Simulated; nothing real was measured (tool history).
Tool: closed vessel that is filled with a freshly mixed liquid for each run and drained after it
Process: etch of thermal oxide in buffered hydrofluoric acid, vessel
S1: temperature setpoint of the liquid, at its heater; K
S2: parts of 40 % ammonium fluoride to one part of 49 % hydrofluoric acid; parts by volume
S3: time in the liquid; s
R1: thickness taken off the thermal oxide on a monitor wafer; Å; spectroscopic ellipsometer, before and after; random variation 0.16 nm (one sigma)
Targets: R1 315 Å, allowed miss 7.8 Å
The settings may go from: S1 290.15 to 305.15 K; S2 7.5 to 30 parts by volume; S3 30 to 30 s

run,hour,S1,S2,S3,R1
1,0,297.15,20.5,30,144.64
2,3.6,299.15,18,30,179.58
3,4.2,300.65,16.5,30,214.91
4,6.9,300.65,22,30,164.65
5,12.5,298.65,22,30,148.4
6,14.4,300.65,19.5,30,183.06
7,20.8,301.65,17.5,30,213.54
8,22.1,305.15,12.5,30,355.28
9,29.9,304.65,12.5,30,343.61
10,36.7,304.65,12.5,30,346.77
11,43.3,304.15,12.5,30,339.98
# hour 49: thermometer replaced
12,49,303.65,12.5,30,374.21
13,49.8,301.65,12.5,30,339.58

Which of these 5 next moves meets every target?
A,50.6,302.15,11.5,30,?
B,50.6,301.65,11,30,?
C,50.6,298.15,11,30,?
D,50.6,298.65,10,30,?
E,50.6,300.65,12,30,?

move,R1
A,379.99
B,386.46
C,320.38
D,361.16
E,336.64
A: further off than the last run
B: further off than the last run
C: meets every target
D: further off than the last run
E: nearer than the last run, and not there yet
The right move is C.
